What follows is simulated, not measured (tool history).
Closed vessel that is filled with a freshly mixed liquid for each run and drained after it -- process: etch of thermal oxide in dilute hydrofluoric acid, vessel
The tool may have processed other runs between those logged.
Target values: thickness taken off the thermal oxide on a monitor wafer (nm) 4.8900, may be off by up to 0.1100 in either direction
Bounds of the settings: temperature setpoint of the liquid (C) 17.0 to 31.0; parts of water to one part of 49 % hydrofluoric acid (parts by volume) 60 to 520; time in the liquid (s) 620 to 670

run    day  temperature setpoint of the liquid (C)  parts of water to one part of 49 % hydrofluoric acid (parts by volume)  time in the liquid (s)  thickness taken off the thermal oxide on a monitor wafer (nm)
  1  0.000                                    23.0                                                                     290                     620                                                         8.6013
  2  0.242                                    23.0                                                                     190                     620                                                        14.4150
  3  0.454                                    23.0                                                                      95                     620                                                        32.3920
  4  0.492                                    23.0                                                                     145                     620                                                        19.9560
  5  0.575                                    20.5                                                                     145                     620                                                        18.2290
  6  0.662                                    19.5                                                                     200                     620                                                        11.8650
  7  0.983                                    18.5                                                                     240                     620                                                         9.1890
  8  1.300                                    18.0                                                                     270                     620                                                         7.8452
  9  1.475                                    17.5                                                                     295                     620                                                         6.8938

Which of these 4 next moves meets every target?
  A  1.650                                    17.0                                                                     270                     640                                                              ?
  B  1.650                                    19.0                                                                     240                     670                                                              ?
  C  1.650                                    18.0                                                                     210                     670                                                              ?
  D  1.650                                    18.5                                                                     420                     670                                                              ?

move  thickness taken off the thermal oxide on a monitor wafer (nm)
   A                                                         7.7313
   B                                                        10.0960
   C                                                        11.4120
   D                                                         4.8607
A: moves away from the targets compared with the last run
B: moves away from the targets compared with the last run
C: moves away from the targets compared with the last run
D: every result within its allowed miss
The right move is D.
